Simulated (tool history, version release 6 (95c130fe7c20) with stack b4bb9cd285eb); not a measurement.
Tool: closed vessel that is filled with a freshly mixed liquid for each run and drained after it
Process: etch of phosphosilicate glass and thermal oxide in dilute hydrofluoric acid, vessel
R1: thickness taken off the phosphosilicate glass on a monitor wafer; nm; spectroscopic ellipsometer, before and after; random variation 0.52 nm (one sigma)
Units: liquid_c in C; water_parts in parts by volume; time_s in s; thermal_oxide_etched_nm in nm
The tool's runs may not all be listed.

run 1 hour=0.0 | liquid_c=25.0 water_parts=110 time_s=60 | R1=82.783 thermal_oxide_etched_nm=2.8827
run 2 hour=3.4 | liquid_c=23.0 water_parts=110 time_s=60 | R1=75.123 thermal_oxide_etched_nm=2.6364
run 3 hour=8.5 | liquid_c=21.5 water_parts=110 time_s=60 | R1=71.738 thermal_oxide_etched_nm=2.4885
run 4 hour=12.1 | liquid_c=20.5 water_parts=110 time_s=60 | R1=69.515 thermal_oxide_etched_nm=2.4263
run 5 hour=20.6 | liquid_c=19.5 water_parts=110 time_s=60 | R1=66.107 thermal_oxide_etched_nm=2.2436
run 6 hour=26.4 | liquid_c=19.5 water_parts=150 time_s=60 | R1=46.705 thermal_oxide_etched_nm=1.6072
run 7 hour=34.8 | liquid_c=20.5 water_parts=150 time_s=60 | R1=48.681 thermal_oxide_etched_nm=1.6907
run 8 hour=40.9 | liquid_c=21.5 water_parts=150 time_s=60 | R1=50.840 thermal_oxide_etched_nm=1.7609

Forecast run 9:
run 9 hour=42.7 | liquid_c=22.0 water_parts=150 time_s=60 | R1=? thermal_oxide_etched_nm=?

{"run 9": {"R1": 51.973, "thermal_oxide_etched_nm": 1.78}}
